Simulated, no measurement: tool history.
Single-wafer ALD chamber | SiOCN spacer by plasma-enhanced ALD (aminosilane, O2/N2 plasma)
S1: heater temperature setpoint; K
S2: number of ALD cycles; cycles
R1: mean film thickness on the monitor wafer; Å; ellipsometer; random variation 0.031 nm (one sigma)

run 1 hour=0.0 | S1=678.15 S2=114 | R1=62.951
run 2 hour=6.4 | S1=676.15 S2=116 | R1=64.253
run 3 hour=7.4 | S1=676.15 S2=102 | R1=55.885
run 4 hour=12.0 | S1=675.15 S2=106 | R1=58.574
run 5 hour=17.6 | S1=673.15 S2=109 | R1=60.164
run 6 hour=18.6 | S1=673.15 S2=122 | R1=67.519
run 7 hour=22.2 | S1=673.15 S2=124 | R1=68.247

The next listed run, before its measurement:
run 8 hour=24.4 | S1=673.15 S2=125 | R1=?

Run 8 gave R1 69.539 Å.
